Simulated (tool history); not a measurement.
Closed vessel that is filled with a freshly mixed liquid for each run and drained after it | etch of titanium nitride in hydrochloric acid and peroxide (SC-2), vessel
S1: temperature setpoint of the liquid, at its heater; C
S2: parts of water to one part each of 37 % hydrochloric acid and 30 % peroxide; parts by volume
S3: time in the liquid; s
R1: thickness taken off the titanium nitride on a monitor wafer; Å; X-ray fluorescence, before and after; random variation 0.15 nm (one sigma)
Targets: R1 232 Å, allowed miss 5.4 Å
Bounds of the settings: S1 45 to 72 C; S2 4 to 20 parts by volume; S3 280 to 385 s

Run 1, hour 0: S1 61 C, S2 11 parts by volume, S3 385 s. Result: R1 260.79 Å.
Run 2, hour 0.7: S1 58 C, S2 11 parts by volume, S3 385 s. Result: R1 215.74 Å.
Run 3, hour 5.4: S1 58.5 C, S2 11 parts by volume, S3 385 s. Result: R1 221.42 Å.
Run 4, hour 12.4: S1 58.5 C, S2 13.5 parts by volume, S3 385 s. Result: R1 184.46 Å.
Run 5, hour 18.9: S1 59.5 C, S2 13.5 parts by volume, S3 385 s. Result: R1 196.32 Å.
Run 6, hour 21.4: S1 60 C, S2 13.5 parts by volume, S3 385 s. Result: R1 202.42 Å.
Run 7, hour 25.7: S1 60.5 C, S2 13.5 parts by volume, S3 385 s. Result: R1 208.12 Å.
Run 8, hour 27.2: S1 62.5 C, S2 13.5 parts by volume, S3 385 s. Result: R1 239.73 Å.

Which of these 4 next moves meets every target?
Run A, hour 28.7: S1 60.5 C, S2 11 parts by volume, S3 385 s. Result: R1 ?.
Run B, hour 28.7: S1 70 C, S2 15.5 parts by volume, S3 310 s. Result: R1 ?.
Run C, hour 28.7: S1 62.5 C, S2 13 parts by volume, S3 365 s. Result: R1 ?.
Run D, hour 28.7: S1 62.5 C, S2 12.5 parts by volume, S3 375 s. Result: R1 ?.

move      R1
   A  252.78
   B  269.44
   C   235.2
   D  249.97
A: further off than the last run
B: further off than the last run
C: meets every target
D: further off than the last run
The right move is C.
